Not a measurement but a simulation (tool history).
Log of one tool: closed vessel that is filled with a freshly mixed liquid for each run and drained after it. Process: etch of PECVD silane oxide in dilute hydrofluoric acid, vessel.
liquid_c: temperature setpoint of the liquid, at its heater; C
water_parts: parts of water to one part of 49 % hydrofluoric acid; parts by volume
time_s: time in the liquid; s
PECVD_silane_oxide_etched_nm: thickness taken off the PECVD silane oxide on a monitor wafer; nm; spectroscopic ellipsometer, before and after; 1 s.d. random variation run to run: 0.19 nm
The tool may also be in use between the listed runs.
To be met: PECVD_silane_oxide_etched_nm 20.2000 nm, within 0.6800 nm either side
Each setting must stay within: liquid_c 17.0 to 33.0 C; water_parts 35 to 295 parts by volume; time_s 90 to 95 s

run,hour,liquid_c,water_parts,time_s,PECVD_silane_oxide_etched_nm
1,0.0,25.0,165,90,14.4260
2,8.7,26.0,165,90,14.7760
3,14.2,24.0,165,90,14.0620
4,19.4,24.0,185,90,11.9520
5,22.4,24.0,185,90,12.1680
6,28.3,24.0,225,90,9.6097
7,36.5,25.0,215,90,10.3730
8,42.8,26.0,205,90,11.7040
9,47.8,27.0,200,90,12.2170
10,50.1,27.5,190,90,13.4010
11,51.3,28.0,185,90,13.8510
# hour 54.7: thermometer replaced
12,54.7,28.5,180,90,15.3860
13,56.5,29.0,180,90,15.7370
14,60.4,29.5,180,90,16.2000
15,63.1,30.0,180,90,16.2870

Exactly one of the 4 candidate moves below puts every result within its allowed miss. Which one?
A,65.8,28.0,160,95,?
B,65.8,26.0,145,90,?
C,65.8,30.0,170,95,?
D,65.8,29.0,145,90,?

move,PECVD_silane_oxide_etched_nm
A,18.3560
B,18.1490
C,18.3300
D,20.2810
A: closes in on the targets versus the last run, not all within tolerance yet
B: closes in on the targets versus the last run, not all within tolerance yet
C: closes in on the targets versus the last run, not all within tolerance yet
D: hits every target within its allowed miss
Go with D: it meets all targets.
